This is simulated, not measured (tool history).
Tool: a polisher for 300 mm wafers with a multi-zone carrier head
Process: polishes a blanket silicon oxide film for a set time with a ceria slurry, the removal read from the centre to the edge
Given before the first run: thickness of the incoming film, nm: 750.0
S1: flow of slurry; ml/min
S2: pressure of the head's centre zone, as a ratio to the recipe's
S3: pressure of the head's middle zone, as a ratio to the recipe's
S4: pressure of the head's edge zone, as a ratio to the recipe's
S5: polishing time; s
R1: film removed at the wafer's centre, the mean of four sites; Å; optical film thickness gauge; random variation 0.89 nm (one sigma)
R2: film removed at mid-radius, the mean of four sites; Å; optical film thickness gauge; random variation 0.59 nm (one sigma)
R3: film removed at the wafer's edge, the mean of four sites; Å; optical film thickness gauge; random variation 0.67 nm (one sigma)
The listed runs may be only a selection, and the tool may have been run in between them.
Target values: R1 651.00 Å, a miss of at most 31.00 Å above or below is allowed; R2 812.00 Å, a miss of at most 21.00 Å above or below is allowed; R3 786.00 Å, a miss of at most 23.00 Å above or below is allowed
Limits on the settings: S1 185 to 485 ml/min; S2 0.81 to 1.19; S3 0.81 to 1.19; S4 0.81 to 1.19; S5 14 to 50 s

run 1 hour=0.0 | S1=310 S2=1.00 S3=1.00 S4=1.00 S5=32 | R1=952.38 R2=963.86 R3=954.29
run 2 hour=1.7 | S1=235 S2=1.00 S3=1.00 S4=1.00 S5=32 | R1=927.97 R2=934.26 R3=943.89
run 3 hour=5.0 | S1=235 S2=1.00 S3=1.00 S4=1.04 S5=32 | R1=946.98 R2=933.27 R3=940.09
run 4 hour=12.6 | S1=240 S2=0.97 S3=1.01 S4=1.03 S5=31 | R1=897.95 R2=919.35 R3=933.54
run 5 hour=19.9 | S1=300 S2=0.97 S3=1.01 S4=1.03 S5=31 | R1=917.26 R2=934.26 R3=944.28
run 6 hour=25.0 | S1=300 S2=0.97 S3=1.01 S4=1.08 S5=31 | R1=903.43 R2=934.96 R3=964.96
run 7 hour=32.7 | S1=305 S2=0.94 S3=1.02 S4=1.07 S5=30 | R1=858.24 R2=916.02 R3=923.36
run 8 hour=34.0 | S1=305 S2=0.92 S3=1.03 S4=1.07 S5=29 | R1=790.99 R2=886.60 R3=892.69
run 9 hour=42.2 | S1=300 S2=0.90 S3=1.03 S4=1.05 S5=29 | R1=779.51 R2=900.57 R3=874.41
run 10 hour=49.9 | S1=295 S2=0.88 S3=1.02 S4=1.05 S5=29 | R1=762.48 R2=882.26 R3=877.72
run 11 hour=52.2 | S1=290 S2=0.87 S3=1.02 S4=1.04 S5=29 | R1=760.30 R2=873.80 R3=873.81
run 12 hour=61.1 | S1=285 S2=0.86 S3=1.02 S4=1.04 S5=29 | R1=736.21 R2=875.71 R3=865.51
run 13 hour=65.6 | S1=280 S2=0.85 S3=1.02 S4=1.03 S5=29 | R1=748.40 R2=882.25 R3=876.83
run 14 hour=74.2 | S1=280 S2=0.84 S3=1.02 S4=1.03 S5=28 | R1=699.14 R2=850.76 R3=844.76
run 15 hour=82.6 | S1=280 S2=0.84 S3=1.02 S4=1.02 S5=28 | R1=677.40 R2=854.09 R3=836.99
run 16 hour=85.8 | S1=280 S2=0.85 S3=1.02 S4=1.01 S5=28 | R1=721.09 R2=858.04 R3=841.30
run 17 hour=94.7 | S1=275 S2=0.84 S3=1.02 S4=1.01 S5=28 | R1=710.33 R2=853.99 R3=829.71
run 18 hour=98.1 | S1=275 S2=0.83 S3=1.02 S4=1.01 S5=28 | R1=681.07 R2=849.77 R3=816.11
run 19 hour=102.8 | S1=270 S2=0.83 S3=1.01 S4=1.00 S5=28 | R1=689.66 R2=835.74 R3=826.49
run 20 hour=106.5 | S1=265 S2=0.83 S3=1.01 S4=0.99 S5=28 | R1=680.75 R2=844.15 R3=840.38
run 21 hour=107.6 | S1=290 S2=0.84 S3=1.01 S4=0.92 S5=26 | R1=644.55 R2=791.40 R3=736.74
run 22 hour=108.3 | S1=290 S2=0.84 S3=1.01 S4=0.92 S5=26 | R1=659.33 R2=788.95 R3=746.88

Below are 4 possible settings for the next run. Only one of them brings all results inside the allowed miss of their targets. Which is it?
run A hour=109.0 | S1=305 S2=0.94 S3=1.12 S4=0.89 S5=24 | R1=? R2=? R3=?
run B hour=109.0 | S1=325 S2=0.90 S3=1.01 S4=0.94 S5=26 | R1=? R2=? R3=?
run C hour=109.0 | S1=255 S2=0.81 S3=1.01 S4=0.95 S5=27 | R1=? R2=? R3=?
run D hour=109.0 | S1=245 S2=0.90 S3=1.01 S4=0.92 S5=26 | R1=? R2=? R3=?

move=A R1=681.72 R2=796.41 R3=676.20
move=B R1=710.62 R2=794.48 R3=755.53
move=C R1=647.02 R2=806.92 R3=775.06
move=D R1=689.70 R2=773.44 R3=732.93
A: its largest miss is bigger than the last run's
B: its largest miss is bigger than the last run's
C: in spec on every target
D: its largest miss is bigger than the last run's
Correct choice: C, which meets every target
